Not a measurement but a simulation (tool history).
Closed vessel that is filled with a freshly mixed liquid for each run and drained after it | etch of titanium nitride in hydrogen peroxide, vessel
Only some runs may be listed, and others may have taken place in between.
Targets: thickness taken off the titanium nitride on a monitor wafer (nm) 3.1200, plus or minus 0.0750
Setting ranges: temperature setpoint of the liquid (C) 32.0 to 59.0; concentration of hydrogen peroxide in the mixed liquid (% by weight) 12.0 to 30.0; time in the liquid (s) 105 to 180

run,day,temperature setpoint of the liquid (C),concentration of hydrogen peroxide in the mixed liquid (% by weight),time in the liquid (s),thickness taken off the titanium nitride on a monitor wafer (nm)
1,0.000,43.0,22.5,180,4.6030
2,0.296,42.0,22.5,180,4.2047
3,0.608,42.0,22.5,180,4.2581
4,0.792,42.0,22.5,105,2.4862
5,0.912,37.0,22.5,105,1.6937
6,1.162,41.5,22.5,105,2.4140
7,1.346,41.5,22.5,105,2.3924
8,1.654,45.5,22.5,105,3.2113

Which one of the following 4 next-run settings gets every result inside its allowed miss? There is exactly one.
A,1.962,40.5,25.5,135,?
B,1.962,44.0,22.0,120,?
C,1.962,42.5,21.0,140,?
D,1.962,45.0,22.5,105,?

move,thickness taken off the titanium nitride on a monitor wafer (nm)
A,2.9054
B,3.2701
C,3.3696
D,3.1008
A: takes the result that was furthest off past its target
B: moves away from the targets compared with the last run
C: moves away from the targets compared with the last run
D: each result inside its tolerance
D is the move that brings every result within its allowed miss.
